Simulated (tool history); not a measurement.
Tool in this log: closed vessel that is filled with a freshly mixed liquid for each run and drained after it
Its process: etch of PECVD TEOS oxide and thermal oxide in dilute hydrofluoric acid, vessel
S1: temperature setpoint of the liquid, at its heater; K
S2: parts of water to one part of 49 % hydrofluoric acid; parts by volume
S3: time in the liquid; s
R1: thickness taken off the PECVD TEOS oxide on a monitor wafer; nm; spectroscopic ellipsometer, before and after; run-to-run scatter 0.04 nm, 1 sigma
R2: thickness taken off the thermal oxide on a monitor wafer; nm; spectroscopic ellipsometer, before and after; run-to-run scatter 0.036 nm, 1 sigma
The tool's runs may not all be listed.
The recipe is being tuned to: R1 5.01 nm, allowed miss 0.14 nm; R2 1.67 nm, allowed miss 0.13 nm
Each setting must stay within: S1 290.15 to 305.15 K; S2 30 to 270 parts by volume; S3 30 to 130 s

Run 1, day 0: S1 297.15 K, S2 150 parts by volume, S3 65 s. Result: R1 6.1959 nm, R2 2.0785 nm.
Run 2, day 0.138: S1 297.15 K, S2 150 parts by volume, S3 45 s. Result: R1 4.3475 nm, R2 1.4292 nm.
Run 3, day 0.317: S1 297.15 K, S2 115 parts by volume, S3 45 s. Result: R1 5.8601 nm, R2 1.9189 nm.
Run 4, day 0.388: S1 296.65 K, S2 115 parts by volume, S3 45 s. Result: R1 5.7109 nm, R2 1.9668 nm.
Run 5, day 0.596: S1 296.65 K, S2 115 parts by volume, S3 35 s. Result: R1 4.5479 nm, R2 1.4535 nm.
Run 6, day 0.758: S1 296.65 K, S2 115 parts by volume, S3 55 s. Result: R1 6.9996 nm, R2 2.4447 nm.
Run 7, day 0.829: S1 296.15 K, S2 120 parts by volume, S3 55 s. Result: R1 6.4904 nm, R2 2.1887 nm.
Run 8, day 1.142: S1 292.15 K, S2 125 parts by volume, S3 55 s. Result: R1 5.2684 nm, R2 1.7658 nm.
Run 9, day 1.188: S1 291.65 K, S2 125 parts by volume, S3 55 s. Result: R1 5.2444 nm, R2 1.7303 nm.

Exercise: of the 4 proposed moves below, exactly one satisfies all targets within the stated allowed misses. Which move is it?
Run A, day 1.233: S1 291.65 K, S2 130 parts by volume, S3 50 s. Result: R1 ?, R2 ?.
Run B, day 1.233: S1 298.15 K, S2 250 parts by volume, S3 95 s. Result: R1 ?, R2 ?.
Run C, day 1.233: S1 291.15 K, S2 110 parts by volume, S3 50 s. Result: R1 ?, R2 ?.
Run D, day 1.233: S1 294.15 K, S2 185 parts by volume, S3 80 s. Result: R1 ?, R2 ?.

move      R1      R2
   A  4.5424  1.4897
   B  5.0786  1.6655
   C  5.3693  1.7609
   D  5.3309  1.7482
A: carries the result that was furthest off beyond its target, to the other side
B: in spec on every target
C: lands further from the targets than the last run did
D: lands further from the targets than the last run did
Move B is the one to make.
